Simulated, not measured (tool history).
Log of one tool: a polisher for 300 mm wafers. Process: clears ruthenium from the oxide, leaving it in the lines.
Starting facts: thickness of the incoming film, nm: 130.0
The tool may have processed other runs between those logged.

run	hour	flow of slurry (ml/min)	pressure of the wafer on the pad (psi)	speed of the pad under the wafer (cm/s)	overpolish time after the end point (s)	time until the end point was called (s)
1	0	140	1.9	100	7	119.4
2	1.6	125	1.9	100	7	125.94
3	2.5	125	1.9	100	7	120.56
4	7	95	1.9	100	7	132
5	11.8	100	2	100	7	126.39
6	19.4	105	2.1	100	7	117.75
7	24.8	105	2.1	100	7	113.88
8	29.5	110	2.1	100	7	114.1

What does the tool deliver on the next run?
9	34.5	115	2.1	100	7	?

time until the end point was called (s): 116.21
